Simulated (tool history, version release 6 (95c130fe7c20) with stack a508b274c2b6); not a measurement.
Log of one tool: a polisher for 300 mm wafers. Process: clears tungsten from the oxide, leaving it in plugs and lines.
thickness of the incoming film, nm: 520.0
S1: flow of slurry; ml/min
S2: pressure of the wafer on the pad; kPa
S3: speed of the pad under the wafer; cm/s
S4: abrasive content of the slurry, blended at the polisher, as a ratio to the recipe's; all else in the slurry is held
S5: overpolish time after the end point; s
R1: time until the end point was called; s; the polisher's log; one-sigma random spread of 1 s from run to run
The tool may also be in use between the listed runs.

run 1 hour=0.0 | S1=150 S2=30.3 S3=86 S4=1.0 S5=4 | R1=88.253
run 2 hour=4.2 | S1=150 S2=30.3 S3=86 S4=1.2 S5=4 | R1=83.235
run 3 hour=7.3 | S1=150 S2=31.7 S3=86 S4=1.2 S5=4 | R1=82.124
run 4 hour=11.4 | S1=150 S2=33.1 S3=86 S4=1.2 S5=4 | R1=80.272
run 5 hour=12.9 | S1=150 S2=29.0 S3=86 S4=1.2 S5=4 | R1=91.235
run 6 hour=14.4 | S1=150 S2=30.3 S3=86 S4=1.2 S5=4 | R1=85.839
run 7 hour=20.6 | S1=150 S2=30.3 S3=86 S4=1.2 S5=4 | R1=87.122
run 8 hour=27.5 | S1=150 S2=31.7 S3=86 S4=1.2 S5=4 | R1=81.447
run 9 hour=36.3 | S1=150 S2=33.1 S3=86 S4=1.2 S5=4 | R1=78.491
run 10 hour=40.7 | S1=150 S2=34.5 S3=86 S4=1.2 S5=4 | R1=78.158
run 11 hour=44.5 | S1=150 S2=35.9 S3=86 S4=1.2 S5=4 | R1=77.330
run 12 hour=47.5 | S1=150 S2=37.2 S3=88 S4=1.2 S5=4 | R1=73.549
run 13 hour=49.7 | S1=150 S2=38.6 S3=90 S4=1.2 S5=4 | R1=68.808
-- hour=52.2 head pressure recalibrated
run 14 hour=52.2 | S1=150 S2=39.3 S3=90 S4=1.2 S5=4 | R1=72.206
run 15 hour=52.8 | S1=150 S2=40.0 S3=92 S4=1.2 S5=4 | R1=71.861
run 16 hour=60.8 | S1=150 S2=40.7 S3=94 S4=1.2 S5=4 | R1=66.647

Predict the results of run 17:
run 17 hour=67.6 | S1=150 S2=41.4 S3=94 S4=1.2 S5=4 | R1=?

Run 17 yielded R1 66.936 s.

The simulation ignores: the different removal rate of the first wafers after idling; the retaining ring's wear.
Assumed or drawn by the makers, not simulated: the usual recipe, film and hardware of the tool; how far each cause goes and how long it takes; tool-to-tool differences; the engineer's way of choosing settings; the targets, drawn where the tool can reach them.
